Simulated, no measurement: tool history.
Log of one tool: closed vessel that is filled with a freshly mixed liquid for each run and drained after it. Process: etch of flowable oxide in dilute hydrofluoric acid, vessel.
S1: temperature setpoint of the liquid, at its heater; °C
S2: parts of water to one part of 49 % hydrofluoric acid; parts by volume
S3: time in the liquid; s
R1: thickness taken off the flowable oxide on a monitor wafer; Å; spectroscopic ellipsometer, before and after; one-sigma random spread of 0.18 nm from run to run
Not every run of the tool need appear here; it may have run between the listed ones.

{"run": 1, "hour": 0.0, "S1": 21.0, "S2": 195, "S3": 90, "R1": 260.98}
{"run": 2, "hour": 4.9, "S1": 21.0, "S2": 195, "S3": 100, "R1": 291.54}
{"run": 3, "hour": 10.3, "S1": 19.5, "S2": 195, "S3": 100, "R1": 274.37}
{"run": 4, "hour": 15.5, "S1": 19.0, "S2": 200, "S3": 100, "R1": 259.08}
{"run": 5, "hour": 24.8, "S1": 19.0, "S2": 200, "S3": 100, "R1": 263.45}
{"run": 6, "hour": 27.6, "S1": 19.0, "S2": 200, "S3": 100, "R1": 260.62}
{"run": 7, "hour": 30.9, "S1": 18.5, "S2": 205, "S3": 100, "R1": 248.11}
{"run": 8, "hour": 36.7, "S1": 18.0, "S2": 205, "S3": 100, "R1": 243.0}

Run 9, settings as shown, results not yet in. Your forecast:
{"run": 9, "hour": 44.8, "S1": 17.5, "S2": 210, "S3": 100, "R1": "?"}

Run 9 yielded R1 229.32 Å.

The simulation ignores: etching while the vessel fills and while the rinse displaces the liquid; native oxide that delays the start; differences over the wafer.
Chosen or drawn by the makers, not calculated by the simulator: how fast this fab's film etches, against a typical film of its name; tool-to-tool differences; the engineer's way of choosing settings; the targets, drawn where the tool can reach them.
